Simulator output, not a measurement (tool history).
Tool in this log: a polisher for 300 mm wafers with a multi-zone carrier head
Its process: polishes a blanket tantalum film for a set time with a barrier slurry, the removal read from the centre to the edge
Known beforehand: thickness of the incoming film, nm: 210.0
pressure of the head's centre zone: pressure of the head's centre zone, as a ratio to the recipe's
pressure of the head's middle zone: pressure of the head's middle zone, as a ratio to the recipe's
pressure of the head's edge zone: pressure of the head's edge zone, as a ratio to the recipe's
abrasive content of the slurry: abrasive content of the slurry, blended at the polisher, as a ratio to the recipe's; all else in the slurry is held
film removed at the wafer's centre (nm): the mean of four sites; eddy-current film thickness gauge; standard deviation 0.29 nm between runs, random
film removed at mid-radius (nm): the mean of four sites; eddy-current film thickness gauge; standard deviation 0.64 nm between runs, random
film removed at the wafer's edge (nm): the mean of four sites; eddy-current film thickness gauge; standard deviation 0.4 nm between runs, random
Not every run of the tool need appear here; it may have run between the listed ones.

run  hour  flow of slurry (ml/min)  pressure of the head's centre zone  pressure of the head's middle zone  pressure of the head's edge zone  abrasive content of the slurry  polishing time (s)  film removed at the wafer's centre (nm)  film removed at mid-radius (nm)  film removed at the wafer's edge (nm)
  1   0.0                      205                                1.00                                1.00                              1.00                            1.00                  48                                   62.706                           60.935                                 60.209
  2   8.0                      200                                0.98                                1.00                              0.98                            0.90                  47                                   57.658                           59.285                                 57.002
  3  15.6                      200                                0.95                                1.00                              0.98                            0.90                  47                                   57.095                           57.379                                 56.985
  4  22.4                      175                                0.95                                1.00                              0.98                            0.90                  47                                   55.300                           55.339                                 56.268
  5  31.3                      175                                0.95                                1.03                              0.98                            0.90                  47                                   54.880                           59.901                                 56.778
  6  37.9                      180                                0.94                                1.02                              0.96                            0.85                  46                                   53.072                           57.314                                 53.353
  7  39.9                      175                                0.92                                1.01                              0.94                            0.80                  46                                   50.001                           55.896                                 52.209
  8  43.0                      180                                0.92                                0.99                              0.93                            0.75                  45                                   48.837                           52.146                                 50.250

Forecast run 9:
  9  50.3                      180                                0.92                                0.98                              0.92                            0.70                  45                                        ?                                ?                                      ?

{"run 9": {"film removed at the wafer's centre (nm)": 47.807, "film removed at mid-radius (nm)": 50.827, "film removed at the wafer's edge (nm)": 48.903}}
